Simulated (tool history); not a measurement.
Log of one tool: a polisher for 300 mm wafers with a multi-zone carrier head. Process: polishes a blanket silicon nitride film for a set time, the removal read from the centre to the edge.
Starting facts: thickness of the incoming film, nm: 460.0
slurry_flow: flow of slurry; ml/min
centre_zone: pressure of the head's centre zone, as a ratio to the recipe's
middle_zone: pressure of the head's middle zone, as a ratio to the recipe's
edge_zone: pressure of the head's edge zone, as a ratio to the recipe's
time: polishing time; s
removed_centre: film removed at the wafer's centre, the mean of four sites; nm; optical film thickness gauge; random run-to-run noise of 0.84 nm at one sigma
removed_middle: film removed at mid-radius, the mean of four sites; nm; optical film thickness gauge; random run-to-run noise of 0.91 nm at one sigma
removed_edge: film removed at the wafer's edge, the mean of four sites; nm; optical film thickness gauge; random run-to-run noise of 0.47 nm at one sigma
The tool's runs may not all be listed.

Run 1, day 0: slurry_flow 125 ml/min, centre_zone 1, middle_zone 1, edge_zone 1, time 60 s. Result: removed_centre 118.66 nm, removed_middle 115.93 nm, removed_edge 114.83 nm.
Run 2, day 0.204: slurry_flow 125 ml/min, centre_zone 0.94, middle_zone 1, edge_zone 1, time 60 s. Result: removed_centre 107.6 nm, removed_middle 117.52 nm, removed_edge 115.78 nm.
Run 3, day 0.467: slurry_flow 125 ml/min, centre_zone 0.94, middle_zone 1.08, edge_zone 1, time 60 s. Result: removed_centre 111.16 nm, removed_middle 126.15 nm, removed_edge 115.11 nm.
Run 4, day 0.833: slurry_flow 120 ml/min, centre_zone 0.96, middle_zone 1.06, edge_zone 0.97, time 52 s. Result: removed_centre 96.308 nm, removed_middle 106.82 nm, removed_edge 97.242 nm.
Run 5, day 0.933: slurry_flow 120 ml/min, centre_zone 0.96, middle_zone 1.06, edge_zone 0.97, time 58 s. Result: removed_centre 108.51 nm, removed_middle 117.39 nm, removed_edge 107.32 nm.
Run 6, day 1.1: slurry_flow 135 ml/min, centre_zone 0.96, middle_zone 1.06, edge_zone 0.97, time 58 s. Result: removed_centre 110.64 nm, removed_middle 120.71 nm, removed_edge 110.68 nm.

Expected results for the next run?
Run 7, day 1.388: slurry_flow 100 ml/min, centre_zone 0.99, middle_zone 0.96, edge_zone 0.87, time 41 s. Result: removed_centre ?, removed_middle ?, removed_edge ?.

{"run 7": {"removed_centre": 74.673, "removed_middle": 72.552, "removed_edge": 70.334}}

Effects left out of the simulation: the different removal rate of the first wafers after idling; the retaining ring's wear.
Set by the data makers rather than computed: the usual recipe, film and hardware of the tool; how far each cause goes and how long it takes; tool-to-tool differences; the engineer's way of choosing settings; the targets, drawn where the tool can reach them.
